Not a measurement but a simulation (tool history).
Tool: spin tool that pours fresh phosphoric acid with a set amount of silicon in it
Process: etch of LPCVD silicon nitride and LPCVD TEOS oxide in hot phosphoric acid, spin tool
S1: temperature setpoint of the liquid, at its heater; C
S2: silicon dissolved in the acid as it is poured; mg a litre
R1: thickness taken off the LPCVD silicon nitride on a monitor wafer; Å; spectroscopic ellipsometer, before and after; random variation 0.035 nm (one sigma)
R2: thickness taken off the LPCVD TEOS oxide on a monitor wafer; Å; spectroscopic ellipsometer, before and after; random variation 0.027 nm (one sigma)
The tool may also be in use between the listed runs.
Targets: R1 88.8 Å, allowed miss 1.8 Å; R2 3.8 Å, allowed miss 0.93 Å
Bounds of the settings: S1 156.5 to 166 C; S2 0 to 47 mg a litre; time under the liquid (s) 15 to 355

run 1 hour=0 | S1=161 S2=20.5 time_under_the_liquid_(s)=180 | R1=138.39 R2=4.0059
run 2 hour=8.2 | S1=161 S2=20.5 time_under_the_liquid_(s)=215 | R1=165.67 R2=4.3629
run 3 hour=16 | S1=161 S2=20.5 time_under_the_liquid_(s)=250 | R1=193.36 R2=5.5082
run 4 hour=19.2 | S1=161 S2=20.5 time_under_the_liquid_(s)=200 | R1=154.23 R2=4.4948
run 5 hour=26.6 | S1=160.5 S2=17.5 time_under_the_liquid_(s)=180 | R1=136.84 R2=3.4493
run 6 hour=32 | S1=162.5 S2=17.5 time_under_the_liquid_(s)=180 | R1=144.93 R2=4.8083
run 7 hour=36.4 | S1=162.5 S2=14 time_under_the_liquid_(s)=160 | R1=129.88 R2=5.0334
run 8 hour=43.6 | S1=160 S2=5 time_under_the_liquid_(s)=115 | R1=85.647 R2=3.4938

5 next moves are on the table. One of them brings every result within its allowed miss. Which?
run A hour=50.8 | S1=161.5 S2=2.5 time_under_the_liquid_(s)=105 | R1=? R2=?
run B hour=50.8 | S1=162 S2=2.5 time_under_the_liquid_(s)=100 | R1=? R2=?
run C hour=50.8 | S1=160 S2=0 time_under_the_liquid_(s)=120 | R1=? R2=?
run D hour=50.8 | S1=158.5 S2=10.5 time_under_the_liquid_(s)=115 | R1=? R2=?
run E hour=50.8 | S1=161 S2=0 time_under_the_liquid_(s)=110 | R1=? R2=?

move=A R1=81.945 R2=3.5729
move=B R1=79.354 R2=3.5302
move=C R1=89.066 R2=3.8293
move=D R1=81.147 R2=2.6558
move=E R1=84.425 R2=3.7795
A: further off than the last run
B: further off than the last run
C: meets every target
D: further off than the last run
E: further off than the last run
The right move is C.

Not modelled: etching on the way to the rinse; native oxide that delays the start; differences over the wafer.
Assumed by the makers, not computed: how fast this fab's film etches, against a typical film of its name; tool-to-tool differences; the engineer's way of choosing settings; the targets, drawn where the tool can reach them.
